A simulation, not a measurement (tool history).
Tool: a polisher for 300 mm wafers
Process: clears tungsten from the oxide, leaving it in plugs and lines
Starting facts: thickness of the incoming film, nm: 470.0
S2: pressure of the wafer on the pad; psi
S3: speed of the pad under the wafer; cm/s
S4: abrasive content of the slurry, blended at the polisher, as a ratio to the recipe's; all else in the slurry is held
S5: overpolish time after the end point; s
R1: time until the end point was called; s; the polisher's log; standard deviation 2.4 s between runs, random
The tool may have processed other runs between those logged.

run 1 day=0 | flow_of_slurry_(ml/min)=175 S2=4.6 S3=98 S4=1 S5=7 | R1=84.558
run 2 day=0.175 | flow_of_slurry_(ml/min)=175 S2=5.5 S3=98 S4=1 S5=7 | R1=74.81
run 3 day=0.204 | flow_of_slurry_(ml/min)=175 S2=5.5 S3=76 S4=1 S5=7 | R1=90.699
run 4 day=0.458 | flow_of_slurry_(ml/min)=175 S2=5.5 S3=76 S4=1 S5=5 | R1=86.272
run 5 day=0.662 | flow_of_slurry_(ml/min)=175 S2=5.5 S3=76 S4=1 S5=5 | R1=90.16
run 6 day=0.842 | flow_of_slurry_(ml/min)=175 S2=5.5 S3=76 S4=1.1 S5=5 | R1=90.178
run 7 day=1.004 | flow_of_slurry_(ml/min)=175 S2=5.2 S3=74 S4=1.1 S5=5 | R1=93.028
-- day=1.308 slurry blender recalibrated
run 8 day=1.308 | flow_of_slurry_(ml/min)=175 S2=4.9 S3=72 S4=1.1 S5=5 | R1=96.57
run 9 day=1.504 | flow_of_slurry_(ml/min)=175 S2=4.6 S3=70 S4=1.1 S5=5 | R1=105.13
run 10 day=1.729 | flow_of_slurry_(ml/min)=175 S2=4.6 S3=70 S4=1.1 S5=5 | R1=102.13

Run 11, settings as shown, results not yet in. Your forecast:
run 11 day=1.975 | flow_of_slurry_(ml/min)=175 S2=4.4 S3=68 S4=1.1 S5=5 | R1=?

{"run 11": {"R1": 108.13}}

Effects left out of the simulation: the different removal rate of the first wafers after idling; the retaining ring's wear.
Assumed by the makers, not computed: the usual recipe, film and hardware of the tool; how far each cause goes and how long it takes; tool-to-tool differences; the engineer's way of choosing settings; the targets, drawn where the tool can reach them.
